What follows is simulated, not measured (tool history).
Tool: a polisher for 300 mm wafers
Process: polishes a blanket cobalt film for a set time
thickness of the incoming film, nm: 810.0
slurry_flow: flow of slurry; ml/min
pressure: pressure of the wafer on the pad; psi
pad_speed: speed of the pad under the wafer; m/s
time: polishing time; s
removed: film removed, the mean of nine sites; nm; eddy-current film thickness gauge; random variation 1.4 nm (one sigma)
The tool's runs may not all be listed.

run,day,slurry_flow,pressure,pad_speed,time,removed
1,0,295,1.5,1.2,42,195.59
2,0.217,295,1.4,1.2,42,182.05
3,0.375,295,1.4,1.2,44,189.33
4,0.462,295,1.3,1.2,44,178.62
5,0.592,295,1.2,1.2,44,169.29
6,0.8,240,1.2,1.2,44,159.59
7,0.879,235,1.2,1.2,44,161.61
8,1.05,235,1.1,1.2,44,147.62
9,1.167,230,1.1,1.2,44,144.46
10,1.45,225,1.1,1.2,44,147.21

Run 11 comes next. What will it give?
11,1.596,215,1,1.2,44,?

Run 11 gave removed 132.8 nm.
